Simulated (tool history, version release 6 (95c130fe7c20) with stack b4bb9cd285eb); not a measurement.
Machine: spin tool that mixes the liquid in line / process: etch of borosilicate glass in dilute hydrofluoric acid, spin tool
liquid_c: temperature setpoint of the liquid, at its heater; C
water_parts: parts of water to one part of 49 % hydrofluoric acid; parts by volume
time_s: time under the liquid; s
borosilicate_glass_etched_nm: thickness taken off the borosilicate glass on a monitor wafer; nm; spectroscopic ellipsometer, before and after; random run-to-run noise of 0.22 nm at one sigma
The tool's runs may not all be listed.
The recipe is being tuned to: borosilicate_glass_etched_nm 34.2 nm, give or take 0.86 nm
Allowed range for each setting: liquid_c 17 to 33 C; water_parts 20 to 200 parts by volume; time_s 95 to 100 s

run	hour	liquid_c	water_parts	time_s	borosilicate_glass_etched_nm
1	0	25	110	95	20.041
2	1.1	25	110	100	21.154
3	2.6	21.5	110	100	18.344
4	6.9	25	105	100	22.388
5	11.1	23.5	105	100	20.949
6	18.7	23.5	105	100	21.053
7	24	26	100	100	24.726
8	31.8	28	100	100	26.532
9	38.6	29.5	100	100	28.104
10	41.7	30.5	100	100	28.797
11	45.9	31	95	100	31.661
12	52.4	31.5	95	100	31.952
13	55.2	32	95	100	32.646
14	62	32.5	95	100	33.026

Next run, 5 choices. One meets every target within its allowed miss, the rest don't. Which?
A	68.8	32.5	85	95	?
B	68.8	29	80	100	?
C	68.8	33	85	95	?
D	68.8	31	85	95	?
E	68.8	33	90	100	?

move	borosilicate_glass_etched_nm
A	36.043
B	35.635
C	36.711
D	34.093
E	36.188
A: moves the result that the last run missed by most past its target, out the other side
B: moves the result that the last run missed by most past its target, out the other side
C: moves the result that the last run missed by most past its target, out the other side
D: each result inside its tolerance
E: moves the result that the last run missed by most past its target, out the other side
So the answer is move D, the one that meets all the targets.
